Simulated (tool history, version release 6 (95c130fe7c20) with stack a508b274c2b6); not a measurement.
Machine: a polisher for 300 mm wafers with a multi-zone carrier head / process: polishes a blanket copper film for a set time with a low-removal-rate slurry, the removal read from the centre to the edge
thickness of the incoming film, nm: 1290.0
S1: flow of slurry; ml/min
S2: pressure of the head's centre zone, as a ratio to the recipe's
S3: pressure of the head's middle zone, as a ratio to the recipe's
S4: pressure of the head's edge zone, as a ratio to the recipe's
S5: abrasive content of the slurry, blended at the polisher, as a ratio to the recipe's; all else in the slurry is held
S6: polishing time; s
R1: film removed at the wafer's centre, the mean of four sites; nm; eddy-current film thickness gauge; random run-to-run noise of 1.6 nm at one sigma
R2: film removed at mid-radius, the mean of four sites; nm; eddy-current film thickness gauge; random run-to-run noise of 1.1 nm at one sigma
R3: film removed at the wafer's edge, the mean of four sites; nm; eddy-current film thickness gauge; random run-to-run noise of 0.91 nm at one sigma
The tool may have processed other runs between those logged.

run,hour,S1,S2,S3,S4,S5,S6,R1,R2,R3
1,0,180,1,1,1,1,84,143.12,155.51,157.03
2,1,180,1,1,1,1,74,125.55,139.93,136.95
3,8.2,140,1,1,1,1,74,118.66,132.52,133.59
4,9.2,140,1.02,0.99,0.97,0.95,74,117.79,130.75,130.24
5,16.2,140,1.05,0.98,0.95,0.95,74,120.94,129.28,129.62
# hour 21.2: centre zone pressure recalibrated
6,21.2,140,0.97,0.98,0.95,0.95,74,122.08,130.22,129.89

Predict the results of run 7:
7,28,190,1.07,0.89,0.85,0.7,72,?,?,?

R1: 125.3 nm
R2: 113.9 nm
R3: 112.35 nm
